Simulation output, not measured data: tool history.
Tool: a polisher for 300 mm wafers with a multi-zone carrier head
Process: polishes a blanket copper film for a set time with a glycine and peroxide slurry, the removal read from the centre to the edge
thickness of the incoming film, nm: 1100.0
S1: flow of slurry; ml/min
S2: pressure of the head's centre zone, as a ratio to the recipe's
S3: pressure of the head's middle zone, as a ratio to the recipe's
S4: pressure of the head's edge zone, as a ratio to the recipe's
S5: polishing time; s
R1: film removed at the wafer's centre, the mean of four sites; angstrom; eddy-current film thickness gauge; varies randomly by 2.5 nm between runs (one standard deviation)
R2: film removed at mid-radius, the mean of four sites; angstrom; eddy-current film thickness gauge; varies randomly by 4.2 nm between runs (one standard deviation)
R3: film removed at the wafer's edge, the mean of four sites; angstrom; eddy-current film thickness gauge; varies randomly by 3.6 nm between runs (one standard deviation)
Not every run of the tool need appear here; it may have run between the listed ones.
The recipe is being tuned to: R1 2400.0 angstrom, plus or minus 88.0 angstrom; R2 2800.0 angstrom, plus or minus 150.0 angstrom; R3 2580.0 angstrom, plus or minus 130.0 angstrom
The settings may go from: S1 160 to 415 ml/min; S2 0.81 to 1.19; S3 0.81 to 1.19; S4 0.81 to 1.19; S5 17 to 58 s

Run 1, hour 0.0: S1 265 ml/min, S2 1.00, S3 1.00, S4 1.00, S5 37 s. Result: R1 1848.3 angstrom, R2 1836.2 angstrom, R3 1763.8 angstrom.
Run 2, hour 8.8: S1 265 ml/min, S2 0.99, S3 1.02, S4 1.02, S5 39 s. Result: R1 1954.4 angstrom, R2 1932.5 angstrom, R3 1907.0 angstrom.
Run 3, hour 10.8: S1 265 ml/min, S2 0.99, S3 1.02, S4 1.02, S5 30 s. Result: R1 1496.8 angstrom, R2 1522.7 angstrom, R3 1433.1 angstrom.
Run 4, hour 17.4: S1 265 ml/min, S2 1.07, S3 1.02, S4 1.02, S5 30 s. Result: R1 1606.6 angstrom, R2 1487.1 angstrom, R3 1446.9 angstrom.
Run 5, hour 19.9: S1 265 ml/min, S2 1.07, S3 0.94, S4 1.02, S5 30 s. Result: R1 1588.0 angstrom, R2 1397.5 angstrom, R3 1423.5 angstrom.
Run 6, hour 23.8: S1 270 ml/min, S2 1.04, S3 0.97, S4 1.03, S5 33 s. Result: R1 1726.6 angstrom, R2 1589.5 angstrom, R3 1616.0 angstrom.
Run 7, hour 24.5: S1 270 ml/min, S2 1.04, S3 0.97, S4 1.03, S5 33 s. Result: R1 1686.3 angstrom, R2 1606.5 angstrom, R3 1568.6 angstrom.
Run 8, hour 32.1: S1 270 ml/min, S2 0.94, S3 1.07, S4 1.13, S5 43 s. Result: R1 1979.9 angstrom, R2 2274.3 angstrom, R3 2206.8 angstrom.

Next run, 4 choices. One meets every target within its allowed miss, the rest don't. Which?
Run A, hour 39.7: S1 225 ml/min, S2 0.85, S3 1.19, S4 1.00, S5 57 s. Result: R1 ?, R2 ?, R3 ?.
Run B, hour 39.7: S1 230 ml/min, S2 0.86, S3 0.82, S4 1.19, S5 45 s. Result: R1 ?, R2 ?, R3 ?.
Run C, hour 39.7: S1 250 ml/min, S2 0.95, S3 1.19, S4 1.14, S5 51 s. Result: R1 ?, R2 ?, R3 ?.
Run D, hour 39.7: S1 255 ml/min, S2 0.96, S3 1.08, S4 1.17, S5 55 s. Result: R1 ?, R2 ?, R3 ?.

move      R1      R2      R3
   A  2376.8  3109.2  2693.6
   B  1900.4  1956.3  2328.2
   C  2410.0  2812.3  2590.3
   D  2631.2  2853.9  2837.7
A: puts the biggest miss on target and leaves a different result outside tolerance
B: the biggest miss grows against the last run
C: all results land within tolerance of their targets
D: pushes the last run's worst result past its target
Go with C: it meets all targets.

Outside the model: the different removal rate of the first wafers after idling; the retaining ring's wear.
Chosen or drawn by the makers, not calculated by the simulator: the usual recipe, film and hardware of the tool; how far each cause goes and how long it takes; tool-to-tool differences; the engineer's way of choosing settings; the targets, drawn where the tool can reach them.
